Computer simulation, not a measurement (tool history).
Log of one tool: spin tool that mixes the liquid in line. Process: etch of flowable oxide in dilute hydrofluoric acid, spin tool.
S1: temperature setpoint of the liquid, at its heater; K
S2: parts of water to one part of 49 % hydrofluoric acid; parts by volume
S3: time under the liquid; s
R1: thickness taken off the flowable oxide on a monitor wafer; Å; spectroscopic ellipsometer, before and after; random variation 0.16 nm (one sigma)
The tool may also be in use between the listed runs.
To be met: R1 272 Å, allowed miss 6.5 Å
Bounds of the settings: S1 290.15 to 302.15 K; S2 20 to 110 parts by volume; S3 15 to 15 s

run 1 hour=0 | S1=294.15 S2=60 S3=15 | R1=76.882
run 2 hour=4.5 | S1=296.15 S2=50 S3=15 | R1=102.69
run 3 hour=13.3 | S1=294.65 S2=50 S3=15 | R1=96.133
run 4 hour=17.7 | S1=296.65 S2=40 S3=15 | R1=130.89
run 5 hour=25.2 | S1=298.15 S2=35 S3=15 | R1=161.08
run 6 hour=28.1 | S1=299.15 S2=30 S3=15 | R1=197.72
run 7 hour=30.9 | S1=300.15 S2=30 S3=15 | R1=206.36
run 8 hour=33.1 | S1=300.65 S2=30 S3=15 | R1=210.19
run 9 hour=40.3 | S1=300.65 S2=30 S3=15 | R1=208.65
run 10 hour=43.8 | S1=301.15 S2=30 S3=15 | R1=216.13
run 11 hour=49.5 | S1=301.65 S2=30 S3=15 | R1=218.34

4 next moves are on the table. One of them brings every result within its allowed miss. Which?
run A hour=55.2 | S1=297.65 S2=20 S3=15 | R1=?
run B hour=55.2 | S1=298.15 S2=20 S3=15 | R1=?
run C hour=55.2 | S1=300.65 S2=25 S3=15 | R1=?
run D hour=55.2 | S1=302.15 S2=25 S3=15 | R1=?

move=A R1=283.85
move=B R1=289.86
move=C R1=255.07
move=D R1=271.09
A: takes the result that was furthest off past its target
B: takes the result that was furthest off past its target
C: nearer than the last run, and not there yet
D: meets every target
Answer: D

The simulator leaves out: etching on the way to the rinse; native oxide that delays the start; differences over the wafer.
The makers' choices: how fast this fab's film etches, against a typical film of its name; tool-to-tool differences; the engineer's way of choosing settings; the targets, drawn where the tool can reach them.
